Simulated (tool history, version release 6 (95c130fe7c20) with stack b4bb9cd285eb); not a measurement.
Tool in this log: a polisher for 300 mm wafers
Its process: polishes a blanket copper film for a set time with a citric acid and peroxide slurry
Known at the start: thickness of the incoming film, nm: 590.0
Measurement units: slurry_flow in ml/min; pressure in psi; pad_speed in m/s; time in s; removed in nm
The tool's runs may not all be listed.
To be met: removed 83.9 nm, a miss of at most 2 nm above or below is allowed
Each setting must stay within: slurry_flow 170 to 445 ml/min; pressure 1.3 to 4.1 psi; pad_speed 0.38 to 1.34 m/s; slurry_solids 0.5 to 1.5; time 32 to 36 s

run  hour  slurry_flow  pressure  pad_speed  slurry_solids  time  removed
  1     0          285       2.7       0.86              1    36   58.482
  2   8.8          285       2.7       1.04              1    36   70.308
  3  10.1          290       2.8       1.04              1    36   72.533
  4  17.9          290       2.9       1.04              1    36   73.647
  5    20          290       2.9       1.04              1    32   65.495
  6  24.7          290       2.9       0.86              1    32   55.119
  7  26.3          290       3.1       0.88              1    32   59.552
  8  32.4          290       3.3        0.9              1    32   64.162
  9  33.9          290       3.4       0.92              1    32   67.539
 10  39.6          290       3.5       0.92              1    32   68.619
 11  46.3          290       3.6       0.92              1    32   70.748
 12  49.3          290       3.7       0.92              1    32   71.954
 13  56.4          290       3.8       0.92              1    32   73.256
 14  59.6          290       3.9       0.94              1    32   76.768
 15  64.9          295         4       0.96              1    32   81.258

Of the 4 settings listed for the next run, only one would bring every result within its allowed miss of target. Which one?
  A  70.2          315       4.1       1.02           0.95    33        ?
  B  70.2          340       3.9       0.98            0.9    34        ?
  C  70.2          300       4.1       1.08           0.65    36        ?
  D  70.2          240       4.1       1.02           1.15    32        ?

move  removed
   A   90.072
   B   84.364
   C    90.44
   D   90.955
A: moves the result that the last run missed by most past its target, out the other side
B: every result within its allowed miss
C: moves the result that the last run missed by most past its target, out the other side
D: moves the result that the last run missed by most past its target, out the other side
The move that meets every target is B.

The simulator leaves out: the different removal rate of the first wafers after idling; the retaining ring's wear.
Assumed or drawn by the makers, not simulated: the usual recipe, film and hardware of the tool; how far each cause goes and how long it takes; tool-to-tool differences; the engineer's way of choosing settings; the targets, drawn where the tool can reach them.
